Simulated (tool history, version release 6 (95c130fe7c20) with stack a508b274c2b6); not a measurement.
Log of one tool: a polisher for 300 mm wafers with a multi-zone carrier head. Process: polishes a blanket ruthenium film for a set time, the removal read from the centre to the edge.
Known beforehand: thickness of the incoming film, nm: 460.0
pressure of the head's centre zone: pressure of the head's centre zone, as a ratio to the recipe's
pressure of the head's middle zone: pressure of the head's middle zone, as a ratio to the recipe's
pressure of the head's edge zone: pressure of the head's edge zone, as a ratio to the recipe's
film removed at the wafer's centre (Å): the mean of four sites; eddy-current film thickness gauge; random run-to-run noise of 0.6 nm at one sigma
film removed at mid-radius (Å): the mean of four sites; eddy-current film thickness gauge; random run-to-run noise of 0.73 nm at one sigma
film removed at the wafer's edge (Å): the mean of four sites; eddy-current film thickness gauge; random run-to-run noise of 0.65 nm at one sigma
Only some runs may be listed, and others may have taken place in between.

run  hour  flow of slurry (ml/min)  pressure of the head's centre zone  pressure of the head's middle zone  pressure of the head's edge zone  polishing time (s)  film removed at the wafer's centre (Å)  film removed at mid-radius (Å)  film removed at the wafer's edge (Å)
  1   0.0                      170                                1.00                                1.00                              1.00                  72                                  510.01                          508.96                                477.24
  2   5.8                      175                                1.02                                1.01                              1.01                  72                                  525.98                          511.83                                491.27
  3   8.9                      175                                1.02                                1.01                              1.07                  72                                  527.28                          508.50                                505.65
  4  10.0                      175                                1.02                                1.04                              1.07                  72                                  538.54                          526.94                                499.84
  5  12.5                      140                                1.02                                1.04                              1.07                  72                                  494.80                          492.95                                484.15
  6  18.8                      150                                1.03                                1.05                              1.07                  72                                  511.14                          509.05                                497.26
  7  20.9                      200                                1.13                                1.14                              0.97                  71                                  588.56                          570.00                                480.00

Estimate the outcome of run 8 from the log above:
  8  29.8                      205                                1.13                                1.14                              0.98                  71                                       ?                               ?                                     ?

{"run 8": {"film removed at the wafer's centre (Å)": 584.89, "film removed at mid-radius (Å)": 568.66, "film removed at the wafer's edge (Å)": 476.02}}
